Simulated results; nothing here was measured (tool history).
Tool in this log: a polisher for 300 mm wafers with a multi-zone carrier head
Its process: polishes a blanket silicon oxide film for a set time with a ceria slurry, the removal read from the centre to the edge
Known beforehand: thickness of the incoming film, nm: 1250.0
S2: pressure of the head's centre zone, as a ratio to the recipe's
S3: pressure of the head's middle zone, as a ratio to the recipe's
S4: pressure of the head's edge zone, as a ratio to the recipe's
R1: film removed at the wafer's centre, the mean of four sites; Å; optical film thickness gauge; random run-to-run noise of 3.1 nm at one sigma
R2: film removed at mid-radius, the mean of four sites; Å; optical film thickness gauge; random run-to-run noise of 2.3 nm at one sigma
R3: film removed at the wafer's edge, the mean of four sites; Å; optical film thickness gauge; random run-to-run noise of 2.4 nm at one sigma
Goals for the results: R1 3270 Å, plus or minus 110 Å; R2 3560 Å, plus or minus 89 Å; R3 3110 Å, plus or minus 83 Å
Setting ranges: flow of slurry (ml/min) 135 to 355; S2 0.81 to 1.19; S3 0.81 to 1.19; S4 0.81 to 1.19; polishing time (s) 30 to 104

Run 1, hour 0: flow of slurry (ml/min) 225, S2 1, S3 1, S4 1, polishing time (s) 67. Result: R1 2189.8 Å, R2 2475.4 Å, R3 2410.1 Å.
Run 2, hour 4.2: flow of slurry (ml/min) 250, S2 1.06, S3 1.06, S4 1.04, polishing time (s) 71. Result: R1 2491.4 Å, R2 2799.1 Å, R3 2629.2 Å.
Run 3, hour 10.9: flow of slurry (ml/min) 270, S2 1.1, S3 1.1, S4 1.06, polishing time (s) 74. Result: R1 2705.8 Å, R2 2978.7 Å, R3 2792.7 Å.
Run 4, hour 15.3: flow of slurry (ml/min) 270, S2 1.1, S3 1.1, S4 1.14, polishing time (s) 74. Result: R1 2769.9 Å, R2 2978.9 Å, R3 2913.9 Å.
Run 5, hour 22.2: flow of slurry (ml/min) 280, S2 1.13, S3 1.13, S4 1.11, polishing time (s) 76. Result: R1 2860.8 Å, R2 3182.2 Å, R3 3004.5 Å.
Run 6, hour 26.2: flow of slurry (ml/min) 250, S2 1.13, S3 1.13, S4 1.11, polishing time (s) 76. Result: R1 2824.5 Å, R2 3143.6 Å, R3 2891.4 Å.
Run 7, hour 28.7: flow of slurry (ml/min) 255, S2 1.15, S3 1.13, S4 1.08, polishing time (s) 78. Result: R1 2960 Å, R2 3209.5 Å, R3 2952.6 Å.
Run 8, hour 32.3: flow of slurry (ml/min) 265, S2 1.16, S3 1.14, S4 1.06, polishing time (s) 79. Result: R1 3000.9 Å, R2 3332.1 Å, R3 2987.3 Å.
Run 9, hour 35.8: flow of slurry (ml/min) 270, S2 1.17, S3 1.14, S4 1.04, polishing time (s) 80. Result: R1 3150.8 Å, R2 3355.2 Å, R3 3000 Å.
At hour 44.2: centre zone pressure recalibrated.
Run 10, hour 44.2: flow of slurry (ml/min) 285, S2 1.17, S3 1.15, S4 1.04, polishing time (s) 80. Result: R1 3455.3 Å, R2 3403.5 Å, R3 3000.4 Å.
Run 11, hour 48.8: flow of slurry (ml/min) 280, S2 1.16, S3 1.16, S4 1.05, polishing time (s) 80. Result: R1 3415.6 Å, R2 3394.4 Å, R3 3028.8 Å.

Below are 4 possible settings for the next run. Only one of them brings all results inside the allowed miss of their targets. Which is it?
Run A, hour 53.4: flow of slurry (ml/min) 300, S2 1.16, S3 1.11, S4 1.07, polishing time (s) 81. Result: R1 ?, R2 ?, R3 ?.
Run B, hour 53.4: flow of slurry (ml/min) 250, S2 1.09, S3 1.19, S4 1.07, polishing time (s) 83. Result: R1 ?, R2 ?, R3 ?.
Run C, hour 53.4: flow of slurry (ml/min) 330, S2 1.11, S3 1.19, S4 1.08, polishing time (s) 85. Result: R1 ?, R2 ?, R3 ?.
Run D, hour 53.4: flow of slurry (ml/min) 135, S2 1.19, S3 1.19, S4 0.86, polishing time (s) 93. Result: R1 ?, R2 ?, R3 ?.

move      R1      R2      R3
   A  3476.1  3353.8  3104.1
   B  3286.9  3562.9  3128.1
   C  3538.6  3758.7  3292.5
   D  3515.2  3561.7  2908.2
A: misses by more than the last run did
B: hits every target within its allowed miss
C: moves the result that the last run missed by most past its target, out the other side
D: the worst result of the last run now meets its target, but another is out of spec
Go with B: it meets all targets.
